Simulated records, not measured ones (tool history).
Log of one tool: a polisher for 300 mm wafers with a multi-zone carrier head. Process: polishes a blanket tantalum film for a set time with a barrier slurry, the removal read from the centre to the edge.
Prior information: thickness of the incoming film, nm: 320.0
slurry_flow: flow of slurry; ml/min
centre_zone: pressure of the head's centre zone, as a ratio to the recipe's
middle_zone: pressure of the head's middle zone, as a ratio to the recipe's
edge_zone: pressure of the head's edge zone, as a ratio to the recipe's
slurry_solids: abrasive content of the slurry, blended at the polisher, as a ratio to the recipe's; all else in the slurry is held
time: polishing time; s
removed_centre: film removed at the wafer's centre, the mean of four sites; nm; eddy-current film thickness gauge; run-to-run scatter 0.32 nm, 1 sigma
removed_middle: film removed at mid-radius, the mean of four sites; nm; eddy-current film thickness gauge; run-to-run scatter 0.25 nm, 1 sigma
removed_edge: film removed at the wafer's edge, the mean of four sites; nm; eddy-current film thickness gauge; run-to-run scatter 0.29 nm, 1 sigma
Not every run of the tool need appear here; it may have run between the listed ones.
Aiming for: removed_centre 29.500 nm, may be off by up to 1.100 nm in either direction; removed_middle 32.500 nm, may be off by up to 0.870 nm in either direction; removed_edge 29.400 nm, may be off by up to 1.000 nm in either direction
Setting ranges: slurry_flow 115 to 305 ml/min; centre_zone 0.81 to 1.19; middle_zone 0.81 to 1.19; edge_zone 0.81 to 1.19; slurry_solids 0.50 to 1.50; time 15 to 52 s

{"run": 1, "hour": 0.0, "slurry_flow": 195, "centre_zone": 1.0, "middle_zone": 1.0, "edge_zone": 1.0, "slurry_solids": 1.0, "time": 33, "removed_centre": 39.674, "removed_middle": 38.455, "removed_edge": 39.603}
{"run": 2, "hour": 0.7, "slurry_flow": 190, "centre_zone": 0.98, "middle_zone": 1.02, "edge_zone": 0.95, "slurry_solids": 0.85, "time": 32, "removed_centre": 35.343, "removed_middle": 35.722, "removed_edge": 34.749}
{"run": 3, "hour": 6.4, "slurry_flow": 190, "centre_zone": 0.98, "middle_zone": 1.02, "edge_zone": 1.03, "slurry_solids": 0.85, "time": 32, "removed_centre": 35.281, "removed_middle": 35.237, "removed_edge": 35.981}
{"run": 4, "hour": 10.6, "slurry_flow": 190, "centre_zone": 0.98, "middle_zone": 1.02, "edge_zone": 1.07, "slurry_solids": 0.85, "time": 32, "removed_centre": 35.038, "removed_middle": 34.97, "removed_edge": 37.517}
{"run": 5, "hour": 15.6, "slurry_flow": 190, "centre_zone": 0.98, "middle_zone": 1.02, "edge_zone": 1.0, "slurry_solids": 0.85, "time": 32, "removed_centre": 34.385, "removed_middle": 35.142, "removed_edge": 35.625}
{"run": 6, "hour": 18.3, "slurry_flow": 175, "centre_zone": 0.97, "middle_zone": 1.02, "edge_zone": 0.94, "slurry_solids": 0.8, "time": 32, "removed_centre": 33.44, "removed_middle": 34.781, "removed_edge": 33.478}
{"run": 7, "hour": 24.3, "slurry_flow": 140, "centre_zone": 0.9, "middle_zone": 0.99, "edge_zone": 0.84, "slurry_solids": 0.6, "time": 32, "removed_centre": 26.529, "removed_middle": 28.957, "removed_edge": 27.688}
{"run": 8, "hour": 30.6, "slurry_flow": 195, "centre_zone": 0.92, "middle_zone": 1.04, "edge_zone": 0.84, "slurry_solids": 0.6, "time": 32, "removed_centre": 28.767, "removed_middle": 30.924, "removed_edge": 28.978}

Next run, 5 choices. One meets every target within its allowed miss, the rest don't. Which?
{"run": "A", "hour": 36.9, "slurry_flow": 205, "centre_zone": 0.91, "middle_zone": 1.03, "edge_zone": 0.81, "slurry_solids": 0.6, "time": 33, "removed_centre": "?", "removed_middle": "?", "removed_edge": "?"}
{"run": "B", "hour": 36.9, "slurry_flow": 195, "centre_zone": 0.91, "middle_zone": 0.96, "edge_zone": 0.89, "slurry_solids": 0.6, "time": 32, "removed_centre": "?", "removed_middle": "?", "removed_edge": "?"}
{"run": "C", "hour": 36.9, "slurry_flow": 180, "centre_zone": 0.95, "middle_zone": 1.08, "edge_zone": 0.84, "slurry_solids": 0.7, "time": 29, "removed_centre": "?", "removed_middle": "?", "removed_edge": "?"}
{"run": "D", "hour": 36.9, "slurry_flow": 180, "centre_zone": 1.02, "middle_zone": 1.0, "edge_zone": 0.92, "slurry_solids": 0.5, "time": 34, "removed_centre": "?", "removed_middle": "?", "removed_edge": "?"}
{"run": "E", "hour": 36.9, "slurry_flow": 200, "centre_zone": 0.99, "middle_zone": 1.06, "edge_zone": 0.81, "slurry_solids": 0.55, "time": 33, "removed_centre": "?", "removed_middle": "?", "removed_edge": "?"}

move=A removed_centre=29.981 removed_middle=31.712 removed_edge=29.247
move=B removed_centre=28.887 removed_middle=29.022 removed_edge=29.485
move=C removed_centre=29.069 removed_middle=30.548 removed_edge=27.714
move=D removed_centre=30.971 removed_middle=28.591 removed_edge=28.685
move=E removed_centre=31.145 removed_middle=30.912 removed_edge=27.920
A: every result within its allowed miss
B: the biggest miss grows against the last run
C: the biggest miss grows against the last run
D: the biggest miss grows against the last run
E: roughly where the last run was
Answer: A
